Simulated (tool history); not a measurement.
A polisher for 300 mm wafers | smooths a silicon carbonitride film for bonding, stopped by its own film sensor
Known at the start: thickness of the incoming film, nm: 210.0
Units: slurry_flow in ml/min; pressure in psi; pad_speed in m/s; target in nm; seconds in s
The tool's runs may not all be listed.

run 1 hour=0.0 | slurry_flow=305 pressure=2.3 pad_speed=0.82 slurry_solids=1.00 target=195 | seconds=78.968
run 2 hour=7.2 | slurry_flow=305 pressure=2.3 pad_speed=0.90 slurry_solids=1.00 target=195 | seconds=73.729
run 3 hour=15.3 | slurry_flow=305 pressure=2.0 pad_speed=0.84 slurry_solids=1.00 target=195 | seconds=86.131
run 4 hour=16.6 | slurry_flow=305 pressure=2.0 pad_speed=0.84 slurry_solids=0.85 target=195 | seconds=94.712
run 5 hour=22.6 | slurry_flow=305 pressure=2.4 pad_speed=0.84 slurry_solids=0.85 target=195 | seconds=80.670
run 6 hour=24.6 | slurry_flow=305 pressure=2.8 pad_speed=0.84 slurry_solids=0.85 target=195 | seconds=68.322

Forecast run 7:
run 7 hour=28.0 | slurry_flow=305 pressure=2.4 pad_speed=0.78 slurry_solids=0.85 target=195 | seconds=?

{"run 7": {"seconds": 82.949}}

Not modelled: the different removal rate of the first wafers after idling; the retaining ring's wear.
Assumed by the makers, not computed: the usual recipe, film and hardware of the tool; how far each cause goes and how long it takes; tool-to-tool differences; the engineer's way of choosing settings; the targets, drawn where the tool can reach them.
